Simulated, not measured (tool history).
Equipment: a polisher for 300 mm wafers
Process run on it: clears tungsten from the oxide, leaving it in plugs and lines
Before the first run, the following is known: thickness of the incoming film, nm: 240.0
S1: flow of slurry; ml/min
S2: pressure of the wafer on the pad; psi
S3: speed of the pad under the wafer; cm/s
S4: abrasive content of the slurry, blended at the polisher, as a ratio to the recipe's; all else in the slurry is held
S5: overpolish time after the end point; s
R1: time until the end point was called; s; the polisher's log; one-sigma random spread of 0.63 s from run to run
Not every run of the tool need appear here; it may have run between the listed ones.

{"run": 1, "hour": 0.0, "S1": 310, "S2": 4.7, "S3": 92, "S4": 1, "S5": 15, "R1": 42.733}
{"run": 2, "hour": 5.4, "S1": 310, "S2": 4.2, "S3": 92, "S4": 1, "S5": 15, "R1": 47.913}
{"run": 3, "hour": 6.0, "S1": 310, "S2": 3.9, "S3": 92, "S4": 1, "S5": 15, "R1": 50.884}
{"run": 4, "hour": 12.7, "S1": 310, "S2": 2.8, "S3": 92, "S4": 1, "S5": 15, "R1": 70.911}
{"run": 5, "hour": 20.6, "S1": 310, "S2": 2.9, "S3": 92, "S4": 1, "S5": 15, "R1": 68.535}
{"run": 6, "hour": 29.1, "S1": 310, "S2": 4, "S3": 92, "S4": 1, "S5": 15, "R1": 50.077}

Run 7 comes next. What will it give?
{"run": 7, "hour": 34.0, "S1": 310, "S2": 3.8, "S3": 92, "S4": 1, "S5": 15, "R1": "?"}

{"run 7": {"R1": 52.655}}

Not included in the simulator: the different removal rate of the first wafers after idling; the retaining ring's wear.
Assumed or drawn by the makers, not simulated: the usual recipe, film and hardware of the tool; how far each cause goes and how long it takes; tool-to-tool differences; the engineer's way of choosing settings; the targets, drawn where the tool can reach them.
